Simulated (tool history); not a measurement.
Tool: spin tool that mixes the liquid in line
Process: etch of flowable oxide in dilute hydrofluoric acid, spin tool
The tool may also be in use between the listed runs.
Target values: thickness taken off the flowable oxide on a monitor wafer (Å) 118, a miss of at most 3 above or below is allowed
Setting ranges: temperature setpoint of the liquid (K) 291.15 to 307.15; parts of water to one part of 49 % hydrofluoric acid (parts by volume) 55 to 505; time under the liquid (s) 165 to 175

run  hour  temperature setpoint of the liquid (K)  parts of water to one part of 49 % hydrofluoric acid (parts by volume)  time under the liquid (s)  thickness taken off the flowable oxide on a monitor wafer (Å)
  1     0                                  299.15                                                                     280                        165                                                          212.1
  2   5.2                                  298.15                                                                     290                        165                                                         196.01
  3  13.4                                  298.15                                                                     290                        175                                                         208.71
  4  16.2                                  298.15                                                                     290                        175                                                         209.14
  5  23.9                                  297.15                                                                     300                        175                                                         192.76
  6  24.7                                  296.15                                                                     305                        175                                                         184.06
  7  26.7                                  295.65                                                                     315                        175                                                         174.25
  8  29.3                                  295.15                                                                     325                        175                                                         162.27

Which single option among these 4 for the next run brings every result within its allowed miss of target? Just one does.
  A  31.9                                  296.15                                                                     245                        175                                                              ?
  B  31.9                                  293.65                                                                     385                        175                                                              ?
  C  31.9                                  293.15                                                                     375                        165                                                              ?
  D  31.9                                  291.15                                                                     335                        165                                                              ?

move  thickness taken off the flowable oxide on a monitor wafer (Å)
   A                                                         241.39
   B                                                         123.62
   C                                                         118.59
   D                                                         127.75
A: further off than the last run
B: better than the last run, though not everything is in spec
C: hits every target within its allowed miss
D: better than the last run, though not everything is in spec
The right move is C.

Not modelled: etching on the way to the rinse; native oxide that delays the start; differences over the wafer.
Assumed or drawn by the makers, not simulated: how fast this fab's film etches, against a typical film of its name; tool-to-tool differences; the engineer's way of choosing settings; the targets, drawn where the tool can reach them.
